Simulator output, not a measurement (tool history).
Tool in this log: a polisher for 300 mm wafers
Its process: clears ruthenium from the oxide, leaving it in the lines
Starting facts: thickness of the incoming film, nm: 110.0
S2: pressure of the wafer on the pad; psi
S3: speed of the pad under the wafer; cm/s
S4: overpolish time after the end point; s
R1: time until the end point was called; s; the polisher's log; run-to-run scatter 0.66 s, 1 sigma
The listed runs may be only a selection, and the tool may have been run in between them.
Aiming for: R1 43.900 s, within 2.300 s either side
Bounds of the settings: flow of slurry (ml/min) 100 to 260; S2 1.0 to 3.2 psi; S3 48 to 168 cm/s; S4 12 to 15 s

run 1 hour=0.0 | flow_of_slurry_(ml/min)=165 S2=2.1 S3=108 S4=15 | R1=78.247
run 2 hour=2.0 | flow_of_slurry_(ml/min)=165 S2=2.3 S3=110 S4=15 | R1=74.473
run 3 hour=3.1 | flow_of_slurry_(ml/min)=165 S2=2.4 S3=116 S4=15 | R1=68.371
run 4 hour=7.5 | flow_of_slurry_(ml/min)=165 S2=2.5 S3=120 S4=15 | R1=62.395
run 5 hour=16.4 | flow_of_slurry_(ml/min)=130 S2=2.5 S3=120 S4=15 | R1=66.114
run 6 hour=24.5 | flow_of_slurry_(ml/min)=130 S2=2.8 S3=120 S4=15 | R1=59.518
run 7 hour=33.2 | flow_of_slurry_(ml/min)=130 S2=2.8 S3=120 S4=15 | R1=59.529
run 8 hour=36.4 | flow_of_slurry_(ml/min)=135 S2=2.9 S3=122 S4=15 | R1=54.819
run 9 hour=38.0 | flow_of_slurry_(ml/min)=140 S2=3.0 S3=122 S4=15 | R1=55.044
run 10 hour=45.7 | flow_of_slurry_(ml/min)=140 S2=3.0 S3=126 S4=15 | R1=52.051
run 11 hour=49.1 | flow_of_slurry_(ml/min)=140 S2=3.0 S3=128 S4=15 | R1=51.622
run 12 hour=52.9 | flow_of_slurry_(ml/min)=140 S2=3.0 S3=130 S4=15 | R1=50.776
run 13 hour=54.2 | flow_of_slurry_(ml/min)=140 S2=3.0 S3=132 S4=15 | R1=50.828
run 14 hour=56.2 | flow_of_slurry_(ml/min)=140 S2=3.0 S3=132 S4=15 | R1=51.354
run 15 hour=60.0 | flow_of_slurry_(ml/min)=140 S2=3.0 S3=134 S4=15 | R1=50.835
run 16 hour=60.8 | flow_of_slurry_(ml/min)=140 S2=3.0 S3=136 S4=15 | R1=49.101

Next run, 4 choices. One meets every target within its allowed miss, the rest don't. Which?
run A hour=61.6 | flow_of_slurry_(ml/min)=165 S2=3.2 S3=144 S4=15 | R1=?
run B hour=61.6 | flow_of_slurry_(ml/min)=125 S2=3.1 S3=132 S4=15 | R1=?
run C hour=61.6 | flow_of_slurry_(ml/min)=125 S2=2.8 S3=132 S4=15 | R1=?
run D hour=61.6 | flow_of_slurry_(ml/min)=100 S2=2.9 S3=150 S4=15 | R1=?

move=A R1=44.628
move=B R1=51.615
move=C R1=56.271
move=D R1=50.029
A: hits every target within its allowed miss
B: misses by more than the last run did
C: misses by more than the last run did
D: misses by more than the last run did
Move A is the one to make.
